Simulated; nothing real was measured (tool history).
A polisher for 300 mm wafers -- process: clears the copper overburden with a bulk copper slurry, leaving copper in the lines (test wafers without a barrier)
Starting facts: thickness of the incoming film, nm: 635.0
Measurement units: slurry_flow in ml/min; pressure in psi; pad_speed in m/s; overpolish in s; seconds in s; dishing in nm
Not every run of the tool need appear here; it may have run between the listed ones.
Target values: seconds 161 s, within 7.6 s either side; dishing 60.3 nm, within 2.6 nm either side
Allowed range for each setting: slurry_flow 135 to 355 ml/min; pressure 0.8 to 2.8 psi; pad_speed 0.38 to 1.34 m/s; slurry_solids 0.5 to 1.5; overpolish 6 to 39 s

run,hour,slurry_flow,pressure,pad_speed,slurry_solids,overpolish,seconds,dishing
1,0,225,1.8,0.86,1,20,129.69,65.078
2,1.6,225,1.8,0.86,1.1,20,126.91,65.154
3,2.5,225,1.8,0.86,1.1,12,127.95,43.454
4,10.2,200,1.8,0.86,1.1,12,129.29,43.605
5,17.2,200,2.1,0.86,1.1,12,111.49,49.016
6,19,200,2.4,0.86,1.1,12,97.485,56.55
7,25.1,190,2.3,0.84,1.05,14,106.14,60.123
8,27.1,185,2.2,0.82,1,15,111.34,60.764
9,32.2,185,2.1,0.8,0.95,16,121.83,58.88

Which one of the following 5 next-run settings gets every result inside its allowed miss? There is exactly one.
A,37.3,185,2,0.68,0.9,20,?,?
B,37.3,155,1.6,0.74,1.2,23,?,?
C,37.3,215,1.6,0.6,0.75,29,?,?
D,37.3,190,2,0.64,1,20,?,?
E,37.3,165,1.9,0.74,0.95,20,?,?

move,seconds,dishing
A,140.35,62.243
B,160.53,60.968
C,190.63,63.711
D,143,61.357
E,140.23,61.949
A: closes in on the targets versus the last run, not all within tolerance yet
B: all results in spec
C: moves the result that the last run missed by most past its target, out the other side
D: closes in on the targets versus the last run, not all within tolerance yet
E: closes in on the targets versus the last run, not all within tolerance yet
B meets every target.

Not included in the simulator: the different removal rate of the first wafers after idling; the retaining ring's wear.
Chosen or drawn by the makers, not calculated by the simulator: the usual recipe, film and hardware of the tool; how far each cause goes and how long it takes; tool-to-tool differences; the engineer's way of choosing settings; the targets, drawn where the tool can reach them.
